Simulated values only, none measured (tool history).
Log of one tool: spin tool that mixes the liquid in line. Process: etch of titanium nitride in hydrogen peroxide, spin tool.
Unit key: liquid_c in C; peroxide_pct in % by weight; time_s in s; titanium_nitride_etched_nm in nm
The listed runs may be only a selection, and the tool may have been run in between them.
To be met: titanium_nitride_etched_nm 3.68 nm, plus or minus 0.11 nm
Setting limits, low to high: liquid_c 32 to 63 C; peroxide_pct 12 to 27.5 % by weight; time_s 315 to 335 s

Run 1, day 0: liquid_c 47 C, peroxide_pct 18.5 % by weight, time_s 315 s. Result: titanium_nitride_etched_nm 6.8789 nm.
Run 2, day 0.321: liquid_c 47 C, peroxide_pct 21.5 % by weight, time_s 315 s. Result: titanium_nitride_etched_nm 7.1498 nm.
Run 3, day 0.617: liquid_c 45.5 C, peroxide_pct 21.5 % by weight, time_s 315 s. Result: titanium_nitride_etched_nm 6.3972 nm.
Run 4, day 0.688: liquid_c 41 C, peroxide_pct 21.5 % by weight, time_s 315 s. Result: titanium_nitride_etched_nm 4.5267 nm.
Run 5, day 0.888: liquid_c 34.5 C, peroxide_pct 21.5 % by weight, time_s 315 s. Result: titanium_nitride_etched_nm 2.7352 nm.
Run 6, day 1.008: liquid_c 34.5 C, peroxide_pct 24.5 % by weight, time_s 315 s. Result: titanium_nitride_etched_nm 2.8053 nm.
Run 7, day 1.271: liquid_c 35 C, peroxide_pct 24.5 % by weight, time_s 315 s. Result: titanium_nitride_etched_nm 2.8959 nm.
Run 8, day 1.542: liquid_c 35.5 C, peroxide_pct 24.5 % by weight, time_s 315 s. Result: titanium_nitride_etched_nm 3.0285 nm.
Run 9, day 1.875: liquid_c 36 C, peroxide_pct 24.5 % by weight, time_s 315 s. Result: titanium_nitride_etched_nm 3.1965 nm.
Run 10, day 2.196: liquid_c 36.5 C, peroxide_pct 24.5 % by weight, time_s 315 s. Result: titanium_nitride_etched_nm 3.2826 nm.
Run 11, day 2.525: liquid_c 37 C, peroxide_pct 24.5 % by weight, time_s 315 s. Result: titanium_nitride_etched_nm 3.4516 nm.
Run 12, day 2.562: liquid_c 37.5 C, peroxide_pct 24.5 % by weight, time_s 315 s. Result: titanium_nitride_etched_nm 3.5595 nm.

5 candidate next runs follow, results not yet known. Just one meets every target within its allowed miss. Identify it.
Run A, day 2.6: liquid_c 37.5 C, peroxide_pct 18 % by weight, time_s 315 s. Result: titanium_nitride_etched_nm ?.
Run B, day 2.6: liquid_c 36.5 C, peroxide_pct 22.5 % by weight, time_s 335 s. Result: titanium_nitride_etched_nm ?.
Run C, day 2.6: liquid_c 38 C, peroxide_pct 24.5 % by weight, time_s 315 s. Result: titanium_nitride_etched_nm ?.
Run D, day 2.6: liquid_c 38 C, peroxide_pct 24 % by weight, time_s 335 s. Result: titanium_nitride_etched_nm ?.
Run E, day 2.6: liquid_c 39 C, peroxide_pct 24.5 % by weight, time_s 315 s. Result: titanium_nitride_etched_nm ?.

move  titanium_nitride_etched_nm
   A                      3.2719
   B                      3.3748
   C                      3.6353
   D                      3.8488
   E                      3.9289
A: lands further from the targets than the last run did
B: lands further from the targets than the last run did
C: every result within its allowed miss
D: takes the biggest miss from the last run beyond its target
E: takes the biggest miss from the last run beyond its target
Move C is the one to make.
